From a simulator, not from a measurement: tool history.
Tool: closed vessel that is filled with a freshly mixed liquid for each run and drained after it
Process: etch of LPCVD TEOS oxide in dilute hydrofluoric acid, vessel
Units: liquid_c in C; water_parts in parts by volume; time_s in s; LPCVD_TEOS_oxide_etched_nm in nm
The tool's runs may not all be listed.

{"run": 1, "day": 0.0, "liquid_c": 26.0, "water_parts": 170, "time_s": 540, "LPCVD_TEOS_oxide_etched_nm": 67.724}
{"run": 2, "day": 0.2, "liquid_c": 28.0, "water_parts": 150, "time_s": 540, "LPCVD_TEOS_oxide_etched_nm": 84.6}
{"run": 3, "day": 0.454, "liquid_c": 29.5, "water_parts": 135, "time_s": 540, "LPCVD_TEOS_oxide_etched_nm": 99.412}
{"run": 4, "day": 0.596, "liquid_c": 30.5, "water_parts": 125, "time_s": 540, "LPCVD_TEOS_oxide_etched_nm": 113.91}
{"run": 5, "day": 0.921, "liquid_c": 31.5, "water_parts": 120, "time_s": 540, "LPCVD_TEOS_oxide_etched_nm": 126.07}
{"run": 6, "day": 1.138, "liquid_c": 31.5, "water_parts": 120, "time_s": 580, "LPCVD_TEOS_oxide_etched_nm": 134.01}

Run 7 comes next. What will it give?
{"run": 7, "day": 1.438, "liquid_c": 32.0, "water_parts": 120, "time_s": 580, "LPCVD_TEOS_oxide_etched_nm": "?"}

LPCVD_TEOS_oxide_etched_nm: 136.220 nm

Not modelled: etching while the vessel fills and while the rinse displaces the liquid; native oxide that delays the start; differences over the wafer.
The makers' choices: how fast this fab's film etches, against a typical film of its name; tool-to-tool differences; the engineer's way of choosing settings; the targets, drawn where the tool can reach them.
